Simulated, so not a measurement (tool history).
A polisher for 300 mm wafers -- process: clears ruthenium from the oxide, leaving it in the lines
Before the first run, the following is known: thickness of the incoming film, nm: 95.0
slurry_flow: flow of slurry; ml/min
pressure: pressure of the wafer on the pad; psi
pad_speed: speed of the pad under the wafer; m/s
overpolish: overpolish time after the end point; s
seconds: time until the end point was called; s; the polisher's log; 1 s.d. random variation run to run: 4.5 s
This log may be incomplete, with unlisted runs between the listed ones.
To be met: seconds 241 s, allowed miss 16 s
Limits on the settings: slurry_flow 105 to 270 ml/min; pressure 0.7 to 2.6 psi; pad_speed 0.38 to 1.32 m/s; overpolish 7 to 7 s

run 1 hour=0 | slurry_flow=175 pressure=1.6 pad_speed=0.84 overpolish=7 | seconds=109.35
run 2 hour=5.1 | slurry_flow=175 pressure=1.6 pad_speed=0.84 overpolish=7 | seconds=113.24
run 3 hour=12.1 | slurry_flow=175 pressure=1.4 pad_speed=0.8 overpolish=7 | seconds=131.27
run 4 hour=17.8 | slurry_flow=175 pressure=1.4 pad_speed=0.8 overpolish=7 | seconds=128.47
run 5 hour=25.6 | slurry_flow=175 pressure=1.3 pad_speed=0.76 overpolish=7 | seconds=149.49
run 6 hour=32.1 | slurry_flow=175 pressure=1.2 pad_speed=0.74 overpolish=7 | seconds=170.13
run 7 hour=35.9 | slurry_flow=175 pressure=1.1 pad_speed=0.74 overpolish=7 | seconds=180.27
run 8 hour=39.3 | slurry_flow=175 pressure=1 pad_speed=0.74 overpolish=7 | seconds=190.72
run 9 hour=44.9 | slurry_flow=175 pressure=0.9 pad_speed=0.74 overpolish=7 | seconds=212.15
run 10 hour=45.6 | slurry_flow=175 pressure=0.7 pad_speed=0.74 overpolish=7 | seconds=279.65

Next run, 5 choices. One meets every target within its allowed miss, the rest don't. Which?
run A hour=46.3 | slurry_flow=145 pressure=1.2 pad_speed=0.62 overpolish=7 | seconds=?
run B hour=46.3 | slurry_flow=150 pressure=0.7 pad_speed=1 overpolish=7 | seconds=?
run C hour=46.3 | slurry_flow=190 pressure=0.9 pad_speed=0.8 overpolish=7 | seconds=?
run D hour=46.3 | slurry_flow=195 pressure=1 pad_speed=0.74 overpolish=7 | seconds=?
run E hour=46.3 | slurry_flow=225 pressure=1 pad_speed=0.56 overpolish=7 | seconds=?

move=A seconds=206.71
move=B seconds=215.5
move=C seconds=202.85
move=D seconds=197.14
move=E seconds=252.76
A: takes the result that was furthest off past its target
B: takes the result that was furthest off past its target
C: takes the result that was furthest off past its target
D: takes the result that was furthest off past its target
E: each result inside its tolerance
The right move is E.
